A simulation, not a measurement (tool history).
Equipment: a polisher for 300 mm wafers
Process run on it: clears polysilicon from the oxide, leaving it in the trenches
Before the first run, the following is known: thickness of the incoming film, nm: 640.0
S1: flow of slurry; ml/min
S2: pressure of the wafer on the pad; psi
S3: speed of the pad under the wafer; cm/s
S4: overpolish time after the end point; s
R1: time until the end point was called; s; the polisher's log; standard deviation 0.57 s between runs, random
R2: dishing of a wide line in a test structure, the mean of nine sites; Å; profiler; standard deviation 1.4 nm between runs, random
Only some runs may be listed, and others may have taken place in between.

{"run": 1, "hour": 0.0, "S1": 255, "S2": 1.8, "S3": 126, "S4": 13, "R1": 51.93, "R2": 671.1}
{"run": 2, "hour": 8.7, "S1": 205, "S2": 1.8, "S3": 126, "S4": 13, "R1": 52.594, "R2": 688.9}
{"run": 3, "hour": 13.5, "S1": 205, "S2": 1.8, "S3": 102, "S4": 13, "R1": 63.231, "R2": 649.69}
{"run": 4, "hour": 15.2, "S1": 205, "S2": 1.8, "S3": 102, "S4": 19, "R1": 63.954, "R2": 703.56}
{"run": 5, "hour": 22.8, "S1": 215, "S2": 2.0, "S3": 106, "S4": 16, "R1": 55.652, "R2": 745.82}
{"run": 6, "hour": 26.5, "S1": 225, "S2": 2.0, "S3": 120, "S4": 13, "R1": 50.668, "R2": 706.01}
{"run": 7, "hour": 31.8, "S1": 240, "S2": 2.1, "S3": 128, "S4": 11, "R1": 43.445, "R2": 669.67}
{"run": 8, "hour": 35.1, "S1": 240, "S2": 2.2, "S3": 130, "S4": 11, "R1": 41.988, "R2": 675.88}
{"run": 9, "hour": 40.9, "S1": 240, "S2": 2.3, "S3": 132, "S4": 11, "R1": 39.416, "R2": 712.15}

For run 10, what comes out?
{"run": 10, "hour": 45.1, "S1": 240, "S2": 2.3, "S3": 132, "S4": 11, "R1": "?", "R2": "?"}

For run 10 the tool returned R1 38.726 s, R2 691.00 Å.
